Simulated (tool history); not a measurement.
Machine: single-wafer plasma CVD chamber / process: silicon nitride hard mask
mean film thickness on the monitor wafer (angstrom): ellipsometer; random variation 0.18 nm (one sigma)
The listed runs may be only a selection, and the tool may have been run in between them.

| run | hour | heater temperature setpoint (deg C) | chamber pressure (Pa) | RF power (kW) | deposition time (s) | mean film thickness on the monitor wafer (angstrom) |
|---|---|---|---|---|---|---|
| 1 | 0 | 380 | 149 | 0.4 | 53.1 | 646.16 |
| 2 | 6.2 | 380 | 155 | 0.4 | 53.1 | 653.41 |
| 3 | 7.7 | 370 | 155 | 0.4 | 53.1 | 655.59 |
| 4 | 14.3 | 370 | 155 | 0.4 | 50.7 | 629.68 |
| 5 | 16.1 | 370 | 179 | 0.4 | 50.7 | 660.54 |
|  | 20.3 | thermocouple changed; heater temperature recalibrated |
| 6 | 20.3 | 370 | 179 | 0.4 | 53.1 | 691.13 |
| 7 | 24.8 | 370 | 179 | 0.4 | 53.1 | 689.05 |

Estimate the outcome of run 8 from the log above:
| 8 | 29.2 | 370 | 181 | 0.4 | 53.1 | ? |

Run 8 came out at mean film thickness on the monitor wafer (angstrom) 692.03.

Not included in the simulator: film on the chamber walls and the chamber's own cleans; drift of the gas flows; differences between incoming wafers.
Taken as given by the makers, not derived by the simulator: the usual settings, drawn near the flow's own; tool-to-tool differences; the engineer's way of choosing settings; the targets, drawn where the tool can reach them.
